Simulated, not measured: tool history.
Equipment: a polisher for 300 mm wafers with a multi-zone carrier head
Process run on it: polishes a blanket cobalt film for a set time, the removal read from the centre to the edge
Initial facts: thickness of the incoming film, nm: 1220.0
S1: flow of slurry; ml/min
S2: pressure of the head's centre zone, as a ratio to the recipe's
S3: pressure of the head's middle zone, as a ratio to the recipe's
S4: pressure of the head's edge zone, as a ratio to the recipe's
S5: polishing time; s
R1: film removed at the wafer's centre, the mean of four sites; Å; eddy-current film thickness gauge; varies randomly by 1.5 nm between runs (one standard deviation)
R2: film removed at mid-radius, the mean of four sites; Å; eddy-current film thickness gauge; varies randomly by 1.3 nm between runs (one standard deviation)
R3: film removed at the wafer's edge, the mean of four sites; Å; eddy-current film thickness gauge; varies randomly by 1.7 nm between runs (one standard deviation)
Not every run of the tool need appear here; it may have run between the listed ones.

run 1 hour=0.0 | S1=155 S2=1.00 S3=1.00 S4=1.00 S5=52 | R1=1526.7 R2=1429.0 R3=1448.4
run 2 hour=6.6 | S1=155 S2=0.95 S3=1.00 S4=1.00 S5=52 | R1=1432.6 R2=1435.8 R3=1437.2
run 3 hour=12.8 | S1=170 S2=0.95 S3=1.00 S4=1.00 S5=52 | R1=1460.7 R2=1440.9 R3=1459.4
run 4 hour=19.6 | S1=170 S2=0.95 S3=1.00 S4=1.07 S5=52 | R1=1457.0 R2=1451.1 R3=1497.1
run 5 hour=22.2 | S1=170 S2=0.95 S3=1.00 S4=1.07 S5=44 | R1=1231.8 R2=1223.2 R3=1266.3
run 6 hour=23.1 | S1=170 S2=0.95 S3=1.00 S4=1.07 S5=53 | R1=1480.5 R2=1457.5 R3=1521.4
run 7 hour=28.8 | S1=180 S2=0.98 S3=1.04 S4=1.08 S5=54 | R1=1587.5 R2=1570.4 R3=1563.5
run 8 hour=35.2 | S1=185 S2=1.00 S3=1.06 S4=1.10 S5=55 | R1=1625.5 R2=1629.6 R3=1637.7
run 9 hour=39.3 | S1=195 S2=1.03 S3=1.09 S4=1.10 S5=56 | R1=1749.7 R2=1700.2 R3=1646.4
run 10 hour=44.0 | S1=200 S2=1.04 S3=1.11 S4=1.11 S5=57 | R1=1786.3 R2=1770.4 R3=1706.2
run 11 hour=45.1 | S1=205 S2=1.06 S3=1.12 S4=1.12 S5=57 | R1=1814.0 R2=1791.0 R3=1712.9

Run 12, settings as shown, results not yet in. Your forecast:
-- hour=48.3 centre zone pressure recalibrated
run 12 hour=48.3 | S1=210 S2=1.08 S3=1.13 S4=1.13 S5=57 | R1=? R2=? R3=?

Run 12 measured R1 1769.2 Å, R2 1807.1 Å, R3 1732.0 Å.

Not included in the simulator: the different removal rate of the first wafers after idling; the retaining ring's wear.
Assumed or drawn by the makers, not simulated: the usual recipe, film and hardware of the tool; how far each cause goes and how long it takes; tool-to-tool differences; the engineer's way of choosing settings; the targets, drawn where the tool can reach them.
